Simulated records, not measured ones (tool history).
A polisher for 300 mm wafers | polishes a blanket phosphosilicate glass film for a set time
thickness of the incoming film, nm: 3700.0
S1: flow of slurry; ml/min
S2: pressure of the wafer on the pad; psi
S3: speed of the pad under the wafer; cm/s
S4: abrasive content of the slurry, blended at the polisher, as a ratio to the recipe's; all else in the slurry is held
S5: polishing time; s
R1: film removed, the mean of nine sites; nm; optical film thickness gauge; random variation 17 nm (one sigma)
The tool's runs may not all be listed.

| run | hour | S1 | S2 | S3 | S4 | S5 | R1 |
|---|---|---|---|---|---|---|---|
| 1 | 0.0 | 285 | 3.5 | 82 | 1.0 | 94 | 740.59 |
| 2 | 2.9 | 285 | 3.8 | 82 | 1.0 | 94 | 807.06 |
| 3 | 4.0 | 250 | 3.8 | 82 | 1.0 | 94 | 813.10 |
| 4 | 8.6 | 250 | 4.0 | 82 | 1.0 | 94 | 847.80 |
| 5 | 10.4 | 250 | 4.0 | 74 | 1.0 | 94 | 757.82 |
| 6 | 14.8 | 250 | 4.0 | 74 | 0.9 | 94 | 725.02 |

Forecast run 7:
| 7 | 21.0 | 250 | 4.2 | 76 | 0.9 | 94 | ? |

{"run 7": {"R1": 792.18}}
